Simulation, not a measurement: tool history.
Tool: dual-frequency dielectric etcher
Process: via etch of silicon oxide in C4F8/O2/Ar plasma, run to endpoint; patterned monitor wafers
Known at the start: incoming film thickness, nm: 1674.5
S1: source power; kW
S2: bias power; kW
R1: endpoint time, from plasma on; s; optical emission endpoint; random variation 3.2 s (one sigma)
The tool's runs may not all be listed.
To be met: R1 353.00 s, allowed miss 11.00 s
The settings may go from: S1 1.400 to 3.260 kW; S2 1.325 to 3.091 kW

run 1 hour=0.0 | S1=2.330 S2=2.208 | R1=298.90
run 2 hour=5.8 | S1=2.190 S2=2.146 | R1=310.39
run 3 hour=11.8 | S1=2.030 S2=2.146 | R1=323.89
run 4 hour=16.0 | S1=2.280 S2=2.146 | R1=307.74
run 5 hour=19.7 | S1=2.280 S2=1.869 | R1=314.27
run 6 hour=24.7 | S1=2.190 S2=1.839 | R1=319.89
run 7 hour=27.7 | S1=2.110 S2=1.812 | R1=327.72
run 8 hour=35.2 | S1=2.050 S2=1.793 | R1=338.93
run 9 hour=39.6 | S1=2.020 S2=1.786 | R1=340.52
run 10 hour=44.8 | S1=2.000 S2=1.780 | R1=336.63

4 next moves are on the table. One of them brings every result within its allowed miss. Which?
run A hour=50.0 | S1=1.900 S2=1.637 | R1=?
run B hour=50.0 | S1=1.960 S2=1.979 | R1=?
run C hour=50.0 | S1=2.340 S2=1.731 | R1=?
run D hour=50.0 | S1=2.280 S2=1.833 | R1=?

move=A R1=355.83
move=B R1=334.94
move=C R1=316.14
move=D R1=316.06
A: meets every target
B: further off than the last run
C: further off than the last run
D: further off than the last run
Move A is the one to make.
